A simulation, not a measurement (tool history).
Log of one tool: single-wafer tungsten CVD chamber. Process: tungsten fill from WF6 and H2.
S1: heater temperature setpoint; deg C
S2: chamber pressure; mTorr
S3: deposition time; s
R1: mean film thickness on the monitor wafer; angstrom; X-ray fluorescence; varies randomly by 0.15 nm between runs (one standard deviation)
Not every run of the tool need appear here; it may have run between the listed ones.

| run | hour | S1 | S2 | S3 | R1 |
|---|---|---|---|---|---|
| 1 | 0 | 375 | 46700 | 22.4 | 496.81 |
| 2 | 3 | 379 | 46900 | 22.4 | 539.25 |
| 3 | 10.1 | 382 | 47100 | 22.4 | 574.9 |
| 4 | 14.7 | 374 | 47100 | 22.4 | 489.35 |
| 5 | 17.9 | 378 | 47300 | 22.4 | 530.86 |
| 6 | 19.3 | 381 | 47500 | 22.4 | 563.02 |
| 7 | 27.6 | 384 | 47700 | 22.4 | 601.23 |
| 8 | 33.6 | 386 | 47800 | 22.4 | 624.64 |

What does the tool deliver on the next run?
| 9 | 39.2 | 388 | 47900 | 22.4 | ? |

R1: 648.79 angstrom
